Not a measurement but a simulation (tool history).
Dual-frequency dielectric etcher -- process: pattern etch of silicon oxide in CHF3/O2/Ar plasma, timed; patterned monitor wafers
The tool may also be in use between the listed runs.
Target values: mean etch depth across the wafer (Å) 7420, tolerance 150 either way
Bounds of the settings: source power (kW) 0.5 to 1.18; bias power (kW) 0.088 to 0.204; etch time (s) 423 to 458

| run | day | source power (kW) | bias power (kW) | etch time (s) | mean etch depth across the wafer (Å) |
|---|---|---|---|---|---|
| 1 | 0 | 0.84 | 0.146 | 458 | 9542.1 |
| 2 | 0.271 | 0.79 | 0.139 | 455 | 8956.1 |
| 3 | 0.479 | 0.79 | 0.15 | 455 | 9206.6 |
| 4 | 0.708 | 0.75 | 0.147 | 454 | 8871.9 |
| 5 | 0.9 | 0.75 | 0.147 | 423 | 8267.7 |
| 6 | 1.017 | 0.75 | 0.134 | 423 | 8034.4 |
| 7 | 1.392 | 0.73 | 0.134 | 423 | 7909 |
| 8 | 1.712 | 0.72 | 0.134 | 423 | 7849.7 |
| 9 | 1.883 | 0.71 | 0.134 | 423 | 7774.1 |
| 10 | 2.004 | 0.7 | 0.134 | 423 | 7662.9 |
| 11 | 2.042 | 0.69 | 0.134 | 423 | 7666.2 |
| 12 | 2.346 | 0.62 | 0.131 | 423 | 7087.7 |
|  | 2.446 | source power generator calibrated |
| 13 | 2.446 | 0.63 | 0.131 | 423 | 7129.6 |
| 14 | 2.617 | 0.64 | 0.131 | 423 | 7143.9 |
| 15 | 2.9 | 0.65 | 0.131 | 423 | 7235.4 |

5 candidate next runs follow, results not yet known. Just one meets every target within its allowed miss. Identify it.
| A | 3.183 | 0.6 | 0.137 | 431 | ? |
| B | 3.183 | 0.57 | 0.116 | 458 | ? |
| C | 3.183 | 0.67 | 0.119 | 439 | ? |
| D | 3.183 | 0.65 | 0.147 | 441 | ? |
| E | 3.183 | 0.62 | 0.136 | 458 | ? |

| move | mean etch depth across the wafer (Å) |
|---|---|
| A | 7121 |
| B | 6952.8 |
| C | 7450.9 |
| D | 7833.6 |
| E | 7710.5 |
A: further off than the last run
B: further off than the last run
C: all results land within tolerance of their targets
D: pushes the last run's worst result past its target
E: pushes the last run's worst result past its target
Go with C: it meets all targets.
